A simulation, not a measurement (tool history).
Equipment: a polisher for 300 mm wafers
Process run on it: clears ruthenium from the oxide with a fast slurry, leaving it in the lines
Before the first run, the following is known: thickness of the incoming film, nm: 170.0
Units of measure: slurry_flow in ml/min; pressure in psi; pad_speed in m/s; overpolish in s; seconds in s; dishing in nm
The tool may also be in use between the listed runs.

Run 1, day 0: slurry_flow 255 ml/min, pressure 2.9 psi, pad_speed 0.82 m/s, slurry_solids 1, overpolish 23 s. Result: seconds 46.1 s, dishing 34.204 nm.
Run 2, day 0.154: slurry_flow 255 ml/min, pressure 2.9 psi, pad_speed 1.02 m/s, slurry_solids 1, overpolish 23 s. Result: seconds 38.683 s, dishing 36.961 nm.
Run 3, day 0.358: slurry_flow 255 ml/min, pressure 2.9 psi, pad_speed 0.84 m/s, slurry_solids 1, overpolish 23 s. Result: seconds 46.74 s, dishing 34.841 nm.
Run 4, day 0.696: slurry_flow 255 ml/min, pressure 3 psi, pad_speed 0.84 m/s, slurry_solids 1, overpolish 25 s. Result: seconds 43.972 s, dishing 36.255 nm.
Run 5, day 0.904: slurry_flow 255 ml/min, pressure 3 psi, pad_speed 0.84 m/s, slurry_solids 1, overpolish 27 s. Result: seconds 44.3 s, dishing 36.942 nm.
Run 6, day 1.088: slurry_flow 255 ml/min, pressure 3 psi, pad_speed 0.84 m/s, slurry_solids 1, overpolish 29 s. Result: seconds 43.851 s, dishing 38.291 nm.

Run 7, settings as shown, results not yet in. Your forecast:
Run 7, day 1.142: slurry_flow 255 ml/min, pressure 3 psi, pad_speed 0.84 m/s, slurry_solids 1, overpolish 30 s. Result: seconds ?, dishing ?.

{"run 7": {"seconds": 44.25, "dishing": 39.109}}
